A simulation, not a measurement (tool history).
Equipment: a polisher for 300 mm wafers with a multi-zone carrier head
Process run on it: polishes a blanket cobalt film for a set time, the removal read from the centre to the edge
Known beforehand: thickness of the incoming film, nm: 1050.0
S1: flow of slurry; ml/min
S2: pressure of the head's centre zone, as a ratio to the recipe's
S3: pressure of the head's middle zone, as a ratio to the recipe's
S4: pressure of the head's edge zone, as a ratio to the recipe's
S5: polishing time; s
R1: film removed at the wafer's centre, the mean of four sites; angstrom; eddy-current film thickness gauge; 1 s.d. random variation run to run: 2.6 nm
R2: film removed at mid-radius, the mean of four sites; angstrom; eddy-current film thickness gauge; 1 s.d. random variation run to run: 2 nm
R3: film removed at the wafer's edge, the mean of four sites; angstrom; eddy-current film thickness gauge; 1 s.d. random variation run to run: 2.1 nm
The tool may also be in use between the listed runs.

run	hour	S1	S2	S3	S4	S5	R1	R2	R3
1	0	220	1	1	1	82	2498.8	2519.5	2536.9
2	4.5	220	1	0.97	1	82	2438.4	2463.5	2524.9
3	9.5	240	1.05	1	1.04	83	2636.4	2536.1	2647.5
4	15.4	255	1.09	1.03	1.04	84	2780.4	2668.6	2660.2
5	20	255	1.09	1.03	1.04	102	3368.8	3210.4	3236.8
6	24.4	240	1.1	1.01	1.01	101	3335.8	3105.2	3155.9
7	29.1	225	1.12	1	0.98	100	3363.9	3052.4	3062.5

What will run 8 give?
8	33.6	225	1.12	1	0.98	100	?	?	?

R1: 3340.3 angstrom
R2: 3057.2 angstrom
R3: 3086.3 angstrom

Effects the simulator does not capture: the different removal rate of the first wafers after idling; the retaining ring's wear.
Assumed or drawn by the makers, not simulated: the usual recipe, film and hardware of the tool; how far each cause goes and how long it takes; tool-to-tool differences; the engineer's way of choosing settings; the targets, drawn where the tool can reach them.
